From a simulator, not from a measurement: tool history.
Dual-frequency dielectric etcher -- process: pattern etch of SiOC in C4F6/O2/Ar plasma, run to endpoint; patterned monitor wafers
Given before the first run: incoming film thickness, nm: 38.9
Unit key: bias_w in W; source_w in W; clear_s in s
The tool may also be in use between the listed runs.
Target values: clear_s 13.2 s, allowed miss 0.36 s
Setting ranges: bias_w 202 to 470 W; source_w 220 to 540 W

| run | day | bias_w | source_w | clear_s |
|---|---|---|---|---|
| 1 | 0 | 336 | 380 | 14.926 |
| 2 | 0.279 | 351 | 390 | 14.659 |
| 3 | 0.592 | 305 | 390 | 15.127 |
| 4 | 0.804 | 305 | 340 | 15.968 |
| 5 | 1.075 | 325 | 360 | 15.295 |
| 6 | 1.379 | 343 | 370 | 15.032 |
| 7 | 1.538 | 357 | 380 | 14.634 |
| 8 | 1.879 | 370 | 390 | 14.404 |

Below are 4 possible settings for the next run. Only one of them brings all results inside the allowed miss of their targets. Which is it?
| A | 2.221 | 333 | 370 | ? |
| B | 2.221 | 313 | 310 | ? |
| C | 2.221 | 403 | 330 | ? |
| D | 2.221 | 401 | 450 | ? |

| move | clear_s |
|---|---|
| A | 15.141 |
| B | 16.486 |
| C | 15.011 |
| D | 13.343 |
A: lands further from the targets than the last run did
B: lands further from the targets than the last run did
C: lands further from the targets than the last run did
D: all results in spec
So the answer is move D, the one that meets all the targets.

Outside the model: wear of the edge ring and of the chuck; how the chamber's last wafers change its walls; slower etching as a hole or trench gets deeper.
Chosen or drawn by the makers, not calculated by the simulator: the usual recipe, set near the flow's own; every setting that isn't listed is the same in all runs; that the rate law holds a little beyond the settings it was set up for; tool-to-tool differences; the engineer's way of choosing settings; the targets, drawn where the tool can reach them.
